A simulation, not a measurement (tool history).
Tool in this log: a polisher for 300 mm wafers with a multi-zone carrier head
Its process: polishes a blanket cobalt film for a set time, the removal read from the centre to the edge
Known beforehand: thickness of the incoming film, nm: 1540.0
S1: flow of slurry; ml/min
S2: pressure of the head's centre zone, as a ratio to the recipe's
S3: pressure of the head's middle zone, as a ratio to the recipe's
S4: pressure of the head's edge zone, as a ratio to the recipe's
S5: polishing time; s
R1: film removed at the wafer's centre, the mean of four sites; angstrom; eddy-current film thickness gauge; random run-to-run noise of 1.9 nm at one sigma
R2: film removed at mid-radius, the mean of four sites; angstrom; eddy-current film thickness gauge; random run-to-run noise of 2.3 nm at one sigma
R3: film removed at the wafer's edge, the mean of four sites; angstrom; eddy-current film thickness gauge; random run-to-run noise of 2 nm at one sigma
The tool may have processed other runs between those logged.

run,hour,S1,S2,S3,S4,S5,R1,R2,R3
1,0.0,285,1.00,1.00,1.00,60,3676.7,4074.1,3879.2
2,8.9,285,1.00,1.05,1.00,60,3684.4,4184.0,3857.3
3,13.0,285,1.00,1.05,1.00,49,2975.7,3407.9,3224.0
4,21.9,355,1.00,1.05,1.00,49,3077.3,3474.0,3285.7
5,26.6,350,1.00,1.04,0.98,48,3036.0,3418.0,3163.4
6,35.3,345,0.99,1.03,0.97,48,2982.5,3350.9,3159.3
7,40.5,340,0.99,1.02,0.95,48,2956.6,3313.8,3112.2
8,43.2,335,0.99,1.02,0.93,48,3005.2,3315.4,3068.4
9,49.9,330,0.98,1.01,0.92,48,2904.1,3268.5,3029.6
10,50.8,330,0.98,1.01,0.92,48,2937.4,3285.6,3062.0
11,58.0,325,0.98,1.01,0.91,48,2928.8,3307.3,3069.1
12,65.5,325,0.98,1.01,0.90,47,2894.7,3203.7,2943.6
# hour 69.2: centre zone pressure recalibrated
13,69.2,320,0.97,1.01,0.89,47,3064.5,3231.1,2925.1
14,75.3,330,0.97,1.01,0.89,46,3023.8,3150.8,2881.3
15,80.7,330,0.98,1.02,0.90,45,2983.2,3103.8,2823.5

Predict the results of run 16:
16,83.9,250,0.90,1.02,0.87,44,?,?,?

{"run 16": {"R1": 2597.6, "R2": 2962.8, "R3": 2684.6}}

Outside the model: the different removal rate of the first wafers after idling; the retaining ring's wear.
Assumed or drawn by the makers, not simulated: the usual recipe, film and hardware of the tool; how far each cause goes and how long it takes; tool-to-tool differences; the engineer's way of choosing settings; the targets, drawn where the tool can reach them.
